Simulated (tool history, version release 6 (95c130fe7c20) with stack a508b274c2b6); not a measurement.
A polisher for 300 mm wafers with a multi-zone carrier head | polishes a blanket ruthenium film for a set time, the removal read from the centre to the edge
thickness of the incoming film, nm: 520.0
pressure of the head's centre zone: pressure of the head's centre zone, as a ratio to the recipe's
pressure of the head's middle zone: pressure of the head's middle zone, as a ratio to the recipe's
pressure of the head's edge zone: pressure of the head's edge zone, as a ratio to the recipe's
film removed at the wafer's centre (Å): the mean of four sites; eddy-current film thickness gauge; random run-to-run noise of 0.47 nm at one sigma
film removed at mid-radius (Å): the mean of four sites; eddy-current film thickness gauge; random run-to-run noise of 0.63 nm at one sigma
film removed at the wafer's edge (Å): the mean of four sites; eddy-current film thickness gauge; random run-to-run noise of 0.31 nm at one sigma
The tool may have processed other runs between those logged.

run,hour,flow of slurry (ml/min),pressure of the head's centre zone,pressure of the head's middle zone,pressure of the head's edge zone,polishing time (s),film removed at the wafer's centre (Å),film removed at mid-radius (Å),film removed at the wafer's edge (Å)
1,0.0,245,1.00,1.00,1.00,68,632.39,644.24,636.83
2,6.2,245,1.00,1.03,1.00,68,630.83,667.27,640.33
3,7.2,230,0.94,1.00,0.99,63,543.29,586.46,586.66
4,14.1,230,0.94,1.00,0.99,76,660.30,706.62,709.64
5,20.1,230,0.94,1.00,1.07,76,663.30,690.51,724.25
6,28.9,230,0.94,1.00,1.07,90,772.27,859.41,858.10
7,31.1,220,0.90,1.02,1.04,76,620.55,719.63,712.99

Run 8, settings as shown, results not yet in. Your forecast:
8,33.5,215,0.88,1.01,1.02,67,?,?,?

{"run 8": {"film removed at the wafer's centre (Å)": 530.59, "film removed at mid-radius (Å)": 623.66, "film removed at the wafer's edge (Å)": 620.79}}

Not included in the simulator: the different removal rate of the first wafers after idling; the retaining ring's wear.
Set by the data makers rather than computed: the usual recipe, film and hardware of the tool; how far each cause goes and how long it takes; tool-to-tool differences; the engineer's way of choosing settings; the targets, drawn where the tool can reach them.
